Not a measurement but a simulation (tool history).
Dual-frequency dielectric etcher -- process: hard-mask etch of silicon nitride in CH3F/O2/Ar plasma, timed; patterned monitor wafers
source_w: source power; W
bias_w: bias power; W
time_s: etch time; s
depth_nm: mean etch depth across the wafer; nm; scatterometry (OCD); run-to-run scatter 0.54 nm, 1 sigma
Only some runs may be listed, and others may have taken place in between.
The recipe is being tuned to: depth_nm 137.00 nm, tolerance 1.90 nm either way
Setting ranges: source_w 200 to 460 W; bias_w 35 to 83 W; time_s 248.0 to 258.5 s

run	hour	source_w	bias_w	time_s	depth_nm
1	0.0	330	59	248.0	152.42
2	0.6	330	69	248.0	162.24
3	5.3	380	69	248.0	169.09
4	5.8	360	67	248.0	164.57
5	12.0	340	66	248.0	160.87
6	15.2	340	66	248.0	161.62
7	21.9	320	64	248.0	155.59
8	25.5	300	63	248.0	152.73
9	31.5	290	62	248.0	150.15
10	38.5	290	62	248.0	149.28
11	40.0	280	62	248.0	150.01
12	44.4	270	61	248.0	146.05
13	47.6	260	61	248.0	144.51
14	49.5	250	61	248.0	143.02
15	58.4	240	61	248.0	140.97
16	61.8	230	61	248.0	140.09

Of the 5 settings listed for the next run, only one would bring every result within its allowed miss of target. Which one?
A	65.2	240	58	255.0	?
B	65.2	200	60	252.5	?
C	65.2	200	63	258.5	?
D	65.2	240	62	250.0	?
E	65.2	250	60	252.0	?

move	depth_nm
A	142.04
B	135.84
C	141.74
D	142.89
E	143.80
A: misses by more than the last run did
B: every result lands within tolerance
C: misses by more than the last run did
D: misses by more than the last run did
E: misses by more than the last run did
Answer: B
